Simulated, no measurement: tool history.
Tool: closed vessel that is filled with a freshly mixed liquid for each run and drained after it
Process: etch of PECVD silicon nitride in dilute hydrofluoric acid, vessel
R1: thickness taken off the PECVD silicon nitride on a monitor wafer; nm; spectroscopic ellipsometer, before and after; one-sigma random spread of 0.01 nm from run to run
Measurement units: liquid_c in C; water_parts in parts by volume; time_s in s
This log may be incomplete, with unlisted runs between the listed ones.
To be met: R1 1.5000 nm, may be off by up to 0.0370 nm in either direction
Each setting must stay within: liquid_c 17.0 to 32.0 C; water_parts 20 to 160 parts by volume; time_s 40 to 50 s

run 1 hour=0.0 | liquid_c=24.0 water_parts=90 time_s=50 | R1=2.1891
run 2 hour=6.6 | liquid_c=24.0 water_parts=60 time_s=50 | R1=3.2867
run 3 hour=13.8 | liquid_c=24.0 water_parts=45 time_s=50 | R1=4.4198
run 4 hour=21.4 | liquid_c=24.0 water_parts=30 time_s=50 | R1=6.5038
run 5 hour=24.0 | liquid_c=22.0 water_parts=45 time_s=50 | R1=3.7563
run 6 hour=25.1 | liquid_c=20.5 water_parts=50 time_s=50 | R1=3.1215
run 7 hour=26.4 | liquid_c=19.5 water_parts=60 time_s=50 | R1=2.4272
run 8 hour=33.8 | liquid_c=19.0 water_parts=65 time_s=50 | R1=2.1406
run 9 hour=36.8 | liquid_c=18.5 water_parts=70 time_s=50 | R1=1.9370
run 10 hour=43.8 | liquid_c=17.0 water_parts=85 time_s=50 | R1=1.4574

Next run, 5 choices. One meets every target within its allowed miss, the rest don't. Which?
run A hour=50.8 | liquid_c=17.5 water_parts=70 time_s=45 | R1=?
run B hour=50.8 | liquid_c=17.5 water_parts=80 time_s=50 | R1=?
run C hour=50.8 | liquid_c=18.5 water_parts=85 time_s=50 | R1=?
run D hour=50.8 | liquid_c=17.0 water_parts=80 time_s=45 | R1=?
run E hour=50.8 | liquid_c=17.0 water_parts=65 time_s=40 | R1=?

move=A R1=1.6141
move=B R1=1.5754
move=C R1=1.5926
move=D R1=1.3689
move=E R1=1.4880
A: takes the result that was furthest off past its target
B: takes the result that was furthest off past its target
C: takes the result that was furthest off past its target
D: misses by more than the last run did
E: every result within its allowed miss
Move E is the one to make.
